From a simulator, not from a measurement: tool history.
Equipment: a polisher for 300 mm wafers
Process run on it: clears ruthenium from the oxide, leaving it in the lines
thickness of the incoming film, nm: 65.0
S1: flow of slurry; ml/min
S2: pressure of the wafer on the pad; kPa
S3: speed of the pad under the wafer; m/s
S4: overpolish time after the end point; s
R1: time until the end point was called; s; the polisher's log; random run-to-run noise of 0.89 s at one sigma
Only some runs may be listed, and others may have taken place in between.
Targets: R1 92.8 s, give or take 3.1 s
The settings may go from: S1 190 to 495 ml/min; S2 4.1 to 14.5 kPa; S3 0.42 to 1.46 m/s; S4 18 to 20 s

run  hour   S1    S2    S3  S4      R1
  1     0  320     9  0.94  18  118.04
  2   3.8  290     9  0.94  18  118.69
  3   4.5  290     9  0.94  18  116.59
  4   6.8  290     9  0.94  18  117.98
  5  15.2  290     9  0.94  20  117.51
  6  21.1  290     9  1.06  20  107.27
  7  22.7  290   9.7  1.06  20  105.72
  8  27.4  290  10.3  1.06  20  99.226

Exercise: of the 4 proposed moves below, exactly one satisfies all targets within the stated allowed misses. Which move is it?
  A  32.1  305     9  1.02  18   ?
  B  32.1  365  10.3  0.96  20   ?
  C  32.1  200  10.3  0.96  20   ?
  D  32.1  245  10.3  1.22  20   ?

move      R1
   A  114.24
   B  106.06
   C  113.69
   D  94.812
A: moves away from the targets compared with the last run
B: moves away from the targets compared with the last run
C: moves away from the targets compared with the last run
D: all results land within tolerance of their targets
So the answer is move D, the one that meets all the targets.

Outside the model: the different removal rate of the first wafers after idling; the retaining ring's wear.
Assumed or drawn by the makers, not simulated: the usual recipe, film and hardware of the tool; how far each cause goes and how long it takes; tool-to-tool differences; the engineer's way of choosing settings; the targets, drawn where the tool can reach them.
